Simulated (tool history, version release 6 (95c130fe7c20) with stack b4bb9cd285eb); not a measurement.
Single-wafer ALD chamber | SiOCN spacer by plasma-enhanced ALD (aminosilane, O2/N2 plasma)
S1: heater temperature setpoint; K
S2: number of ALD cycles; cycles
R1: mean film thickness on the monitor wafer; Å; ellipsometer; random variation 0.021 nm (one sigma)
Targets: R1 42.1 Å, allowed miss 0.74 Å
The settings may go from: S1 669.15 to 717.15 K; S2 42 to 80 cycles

| run | hour | S1 | S2 | R1 |
|---|---|---|---|---|
| 1 | 0 | 693.15 | 61 | 37.526 |
| 2 | 5.2 | 693.15 | 64 | 39.371 |
| 3 | 6.5 | 693.15 | 73 | 44.606 |
| 4 | 10.6 | 695.15 | 73 | 44.183 |
| 5 | 13.4 | 697.15 | 73 | 43.911 |
| 6 | 16.6 | 689.15 | 73 | 45.481 |
| 7 | 21.5 | 692.15 | 73 | 44.774 |
|  | 29.5 | thermocouple changed; heater temperature recalibrated |
| 8 | 29.5 | 694.15 | 73 | 43.969 |

Which of these 5 next moves meets every target?
| A | 37.5 | 674.15 | 65 | ? |
| B | 37.5 | 691.15 | 67 | ? |
| C | 37.5 | 695.15 | 72 | ? |
| D | 37.5 | 712.15 | 72 | ? |
| E | 37.5 | 701.15 | 74 | ? |

| move | R1 |
|---|---|
| A | 41.96 |
| B | 40.952 |
| C | 43.372 |
| D | 40.67 |
| E | 43.597 |
A: meets every target
B: takes the result that was furthest off past its target
C: nearer than the last run, and not there yet
D: takes the result that was furthest off past its target
E: nearer than the last run, and not there yet
Answer: A

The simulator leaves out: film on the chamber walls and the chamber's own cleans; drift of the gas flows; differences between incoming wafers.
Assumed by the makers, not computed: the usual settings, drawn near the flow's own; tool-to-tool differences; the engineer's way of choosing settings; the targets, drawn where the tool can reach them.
